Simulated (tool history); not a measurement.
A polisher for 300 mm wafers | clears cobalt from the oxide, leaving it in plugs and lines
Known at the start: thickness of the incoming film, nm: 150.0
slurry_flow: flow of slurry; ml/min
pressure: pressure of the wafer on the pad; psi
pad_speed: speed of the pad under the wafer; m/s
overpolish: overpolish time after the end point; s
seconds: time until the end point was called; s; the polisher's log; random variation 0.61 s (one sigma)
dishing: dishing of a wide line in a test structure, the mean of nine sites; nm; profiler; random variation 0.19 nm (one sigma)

run    day  slurry_flow  pressure  pad_speed  overpolish  seconds  dishing
  1  0.000          280       1.4       0.96          20   39.227   32.930
  2  0.354          280       1.6       0.96          20   34.504   34.381
  3  0.479          280       1.6       0.96          14   33.591   30.387
  4  0.825          280       1.6       0.96          17   33.092   32.220
  5  1.117          280       1.3       0.96          17   40.228   30.125
  6  1.142          230       1.3       0.96          17   43.467   30.002
  7  1.488          295       1.1       1.00          14   45.817   26.063
  8  1.808          340       0.9       1.14          12   50.359   22.925
  9  2.038          370       0.9       1.26          10   44.869   21.511
 10  2.288          440       0.8       1.50           6   43.776   15.522
 11  2.412          430       0.9       1.50           6   40.018   16.639

Run 12 comes next. What will it give?
 12  2.725          430       1.0       1.50           7        ?        ?

{"run 12": {"seconds": 35.955, "dishing": 19.851}}
